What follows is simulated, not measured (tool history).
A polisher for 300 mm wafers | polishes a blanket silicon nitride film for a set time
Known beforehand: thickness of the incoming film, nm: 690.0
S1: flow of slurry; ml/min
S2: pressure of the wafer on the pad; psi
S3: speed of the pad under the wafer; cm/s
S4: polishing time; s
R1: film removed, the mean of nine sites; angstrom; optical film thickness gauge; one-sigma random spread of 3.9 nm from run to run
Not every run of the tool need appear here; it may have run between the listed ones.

run,hour,S1,S2,S3,S4,R1
1,0.0,255,4.4,142,80,2217.1
2,8.0,255,4.9,144,80,2497.4
3,13.0,255,5.2,144,80,2554.8
4,14.9,285,5.2,144,80,2586.4
5,17.2,250,5.2,144,80,2497.2
6,21.1,265,5.6,146,80,2814.0
7,24.0,265,5.8,146,80,2815.4

Estimate the outcome of run 8 from the log above:
8,28.9,265,6.1,148,80,?

R1: 2903.8 angstrom
